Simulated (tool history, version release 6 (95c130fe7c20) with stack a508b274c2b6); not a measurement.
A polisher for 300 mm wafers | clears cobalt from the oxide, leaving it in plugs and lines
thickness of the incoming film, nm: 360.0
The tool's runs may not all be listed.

run	hour	flow of slurry (ml/min)	pressure of the wafer on the pad (kPa)	speed of the pad under the wafer (cm/s)	overpolish time after the end point (s)	time until the end point was called (s)	dishing of a wide line in a test structure (Å)
1	0	295	13.1	114	27	54.059	809.45
2	6.2	295	13.1	136	27	47.77	852.98
3	10.6	295	11.7	136	29	53.335	856.75
4	11.8	295	11.7	150	29	49.449	870.52
5	17	295	11.7	150	37	50.184	925.26
6	19.8	295	10.3	150	37	54.809	932.8
7	25.2	295	9.7	148	36	59.968	866.12
8	27.1	295	9	148	37	64.468	855.76
9	30.4	295	6.2	146	42	94.867	796.44

Run 10 comes next. What will it give?
10	31.9	295	6.9	146	41	?	?

time until the end point was called (s): 84.359
dishing of a wide line in a test structure (Å): 790.98
